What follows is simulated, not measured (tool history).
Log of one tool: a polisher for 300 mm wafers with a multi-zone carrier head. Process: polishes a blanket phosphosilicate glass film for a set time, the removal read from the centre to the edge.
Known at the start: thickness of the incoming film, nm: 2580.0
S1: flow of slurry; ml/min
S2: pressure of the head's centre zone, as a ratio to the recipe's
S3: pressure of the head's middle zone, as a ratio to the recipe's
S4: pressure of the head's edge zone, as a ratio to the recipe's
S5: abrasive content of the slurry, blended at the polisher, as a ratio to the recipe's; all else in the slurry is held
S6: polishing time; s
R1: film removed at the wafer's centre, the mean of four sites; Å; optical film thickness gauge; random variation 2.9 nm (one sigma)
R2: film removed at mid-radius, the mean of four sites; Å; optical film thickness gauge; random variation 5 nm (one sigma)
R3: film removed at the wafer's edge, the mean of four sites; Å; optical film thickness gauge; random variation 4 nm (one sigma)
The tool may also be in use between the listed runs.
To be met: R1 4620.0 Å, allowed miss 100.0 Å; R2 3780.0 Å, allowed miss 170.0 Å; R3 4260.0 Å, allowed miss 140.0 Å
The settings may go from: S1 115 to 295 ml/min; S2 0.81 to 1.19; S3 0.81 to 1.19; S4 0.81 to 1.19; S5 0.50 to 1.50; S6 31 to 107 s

run,hour,S1,S2,S3,S4,S5,S6,R1,R2,R3
1,0.0,190,1.00,1.00,1.00,1.00,69,6354.6,6172.2,6392.2
2,3.7,190,0.92,1.00,1.00,1.00,69,5886.2,6409.3,6418.0
3,5.3,190,0.92,1.00,0.97,1.00,69,5804.9,6279.4,6214.8
4,9.5,190,0.92,1.00,0.97,1.00,85,7180.0,7778.9,7721.3
5,11.9,190,0.92,0.95,0.97,1.00,85,7165.7,7314.9,7635.4
6,20.1,185,0.93,0.93,0.94,0.90,82,6738.3,6772.4,7005.9
7,25.3,195,1.03,0.83,0.96,0.65,63,5123.4,4242.6,4787.9
8,27.8,145,1.03,0.81,0.89,0.50,63,4308.6,3444.9,4026.4

4 next moves are on the table. One of them brings every result within its allowed miss. Which?
A,30.3,160,0.97,0.83,0.96,0.55,63,?,?,?
B,30.3,155,1.05,0.85,0.92,0.55,63,?,?,?
C,30.3,115,0.93,0.81,0.90,0.50,71,?,?,?
D,30.3,165,1.13,0.87,0.85,0.65,54,?,?,?

move,R1,R2,R3
A,4281.2,3755.4,4324.0
B,4608.4,3806.6,4222.8
C,4121.0,3733.5,4342.8
D,4607.8,3596.4,3768.4
A: further off than the last run
B: meets every target
C: further off than the last run
D: brings the result that was furthest off to its target, and leaves another outside
Answer: B
